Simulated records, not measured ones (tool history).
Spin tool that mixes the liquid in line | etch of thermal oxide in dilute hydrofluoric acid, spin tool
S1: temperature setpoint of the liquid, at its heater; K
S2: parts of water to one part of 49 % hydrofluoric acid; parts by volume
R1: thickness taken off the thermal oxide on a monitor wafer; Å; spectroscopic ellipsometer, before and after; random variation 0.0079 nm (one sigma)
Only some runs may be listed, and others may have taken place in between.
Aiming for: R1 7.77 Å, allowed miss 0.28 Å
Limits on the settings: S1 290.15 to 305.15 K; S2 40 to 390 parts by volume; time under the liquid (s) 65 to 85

run 1 hour=0 | S1=297.15 S2=215 time_under_the_liquid_(s)=85 | R1=16.699
run 2 hour=1.3 | S1=295.15 S2=215 time_under_the_liquid_(s)=85 | R1=15.542
run 3 hour=5.2 | S1=298.15 S2=215 time_under_the_liquid_(s)=85 | R1=17.198
run 4 hour=9.9 | S1=300.15 S2=215 time_under_the_liquid_(s)=85 | R1=18.615
run 5 hour=15.2 | S1=298.15 S2=240 time_under_the_liquid_(s)=85 | R1=15.014
run 6 hour=19.1 | S1=296.65 S2=260 time_under_the_liquid_(s)=85 | R1=12.662
run 7 hour=19.7 | S1=295.15 S2=275 time_under_the_liquid_(s)=85 | R1=11.39
run 8 hour=25.5 | S1=294.15 S2=285 time_under_the_liquid_(s)=85 | R1=10.695
run 9 hour=32.3 | S1=293.65 S2=295 time_under_the_liquid_(s)=85 | R1=9.8028
run 10 hour=35.1 | S1=293.15 S2=300 time_under_the_liquid_(s)=85 | R1=9.6195

Of the 4 settings listed for the next run, only one would bring every result within its allowed miss of target. Which one?
run A hour=37.9 | S1=297.15 S2=315 time_under_the_liquid_(s)=65 | R1=?
run B hour=37.9 | S1=298.15 S2=360 time_under_the_liquid_(s)=80 | R1=?
run C hour=37.9 | S1=290.15 S2=300 time_under_the_liquid_(s)=85 | R1=?
run D hour=37.9 | S1=293.15 S2=250 time_under_the_liquid_(s)=85 | R1=?

move=A R1=7.8235
move=B R1=8.3496
move=C R1=8.4541
move=D R1=11.872
A: hits every target within its allowed miss
B: gains on the last run, yet a result remains outside its allowed miss
C: gains on the last run, yet a result remains outside its allowed miss
D: moves away from the targets compared with the last run
The move that meets every target is A.
